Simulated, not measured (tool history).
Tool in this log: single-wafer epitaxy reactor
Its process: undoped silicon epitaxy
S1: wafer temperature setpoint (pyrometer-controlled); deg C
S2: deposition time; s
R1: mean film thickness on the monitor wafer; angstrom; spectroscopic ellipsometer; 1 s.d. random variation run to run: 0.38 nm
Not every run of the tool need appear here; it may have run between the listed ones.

run 1 hour=0.0 | S1=630 S2=538 | R1=573.21
run 2 hour=4.1 | S1=633 S2=539 | R1=618.56
run 3 hour=11.3 | S1=633 S2=588 | R1=676.33
run 4 hour=18.6 | S1=635 S2=589 | R1=710.60
run 5 hour=27.0 | S1=631 S2=589 | R1=647.76
run 6 hour=32.6 | S1=633 S2=590 | R1=673.06
run 7 hour=40.4 | S1=635 S2=591 | R1=711.40

Estimate the outcome of run 8 from the log above:
run 8 hour=43.9 | S1=635 S2=591 | R1=?

R1: 710.31 angstrom
